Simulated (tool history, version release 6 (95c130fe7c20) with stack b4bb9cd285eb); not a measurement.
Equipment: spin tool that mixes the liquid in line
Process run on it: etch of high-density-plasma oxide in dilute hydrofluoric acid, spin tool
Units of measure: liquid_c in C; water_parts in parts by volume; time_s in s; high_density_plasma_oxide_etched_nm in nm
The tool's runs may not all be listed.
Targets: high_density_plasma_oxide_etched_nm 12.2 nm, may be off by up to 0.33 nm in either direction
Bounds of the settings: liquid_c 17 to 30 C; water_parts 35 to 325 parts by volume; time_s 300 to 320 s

run,day,liquid_c,water_parts,time_s,high_density_plasma_oxide_etched_nm
1,0,22,180,300,6.7809
2,0.079,22,180,300,6.7388
3,0.158,19.5,180,300,6.1014
4,0.446,20.5,175,300,6.5695
5,0.717,20.5,175,300,6.5321
6,0.879,21.5,170,300,7.0199
7,1.112,22.5,165,300,7.5736
8,1.138,23.5,160,300,8.0866
9,1.275,24,155,300,8.6435
10,1.617,24.5,155,300,8.806
11,1.642,25,155,300,8.9771
12,1.912,25,155,300,8.9894
13,2.071,25.5,155,300,9.2548
14,2.396,25.5,155,300,9.2429
15,2.588,26,155,300,9.4152
16,2.783,26.5,155,300,9.4601

Which of these 4 next moves meets every target?
A,2.979,28.5,150,320,?
B,2.979,24,130,320,?
C,2.979,28,135,310,?
D,2.979,30,155,320,?

move,high_density_plasma_oxide_etched_nm
A,11.422
B,11.4
C,12.303
D,11.595
A: moves toward the targets from the last run without getting all of them in spec
B: moves toward the targets from the last run without getting all of them in spec
C: all results in spec
D: moves toward the targets from the last run without getting all of them in spec
Answer: C

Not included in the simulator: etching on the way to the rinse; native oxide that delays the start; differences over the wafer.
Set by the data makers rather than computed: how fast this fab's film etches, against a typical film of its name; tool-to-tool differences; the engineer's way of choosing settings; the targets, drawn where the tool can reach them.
